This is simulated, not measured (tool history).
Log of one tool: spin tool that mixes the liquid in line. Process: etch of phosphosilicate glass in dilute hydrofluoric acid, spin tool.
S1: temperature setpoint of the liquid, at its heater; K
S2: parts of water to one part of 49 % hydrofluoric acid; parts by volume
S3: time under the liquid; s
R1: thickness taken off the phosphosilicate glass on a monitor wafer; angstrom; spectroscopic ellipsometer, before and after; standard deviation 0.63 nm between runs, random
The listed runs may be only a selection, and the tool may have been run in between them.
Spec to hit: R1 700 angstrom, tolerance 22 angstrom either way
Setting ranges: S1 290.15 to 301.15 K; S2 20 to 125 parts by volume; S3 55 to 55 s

run  hour      S1   S2  S3      R1
  1     0  293.15   70  55  1370.8
  2   6.8  293.15   70  55  1380.4
  3  13.1  293.15   70  55  1379.8
  4  20.8  293.15   55  55  1768.7
  5  24.9  296.15   55  55  2016.7
  6  27.3  296.15   55  55  2008.7
  7  31.4  294.65   70  55  1458.3
  8  35.1  293.65   80  55  1223.7
  9  37.4  292.65   85  55  1084.1
 10  43.3  292.15   90  55  1006.6
 11  47.4  291.65   95  55  923.96
 12    48  291.15  100  55  852.64
 13  51.7  291.15  100  55  861.61
 14  53.7  290.65  105  55  783.43

Exercise: of the 4 proposed moves below, exactly one satisfies all targets within the stated allowed misses. Which move is it?
  A  55.7  290.15  110  55   ?
  B  55.7  292.65  110  55   ?
  C  55.7  290.15  115  55   ?
  D  55.7  290.15   85  55   ?

move      R1
   A   731.7
   B  811.63
   C  696.33
   D  971.94
A: gains on the last run, yet a result remains outside its allowed miss
B: the biggest miss grows against the last run
C: in spec on every target
D: the biggest miss grows against the last run
So the answer is move C, the one that meets all the targets.
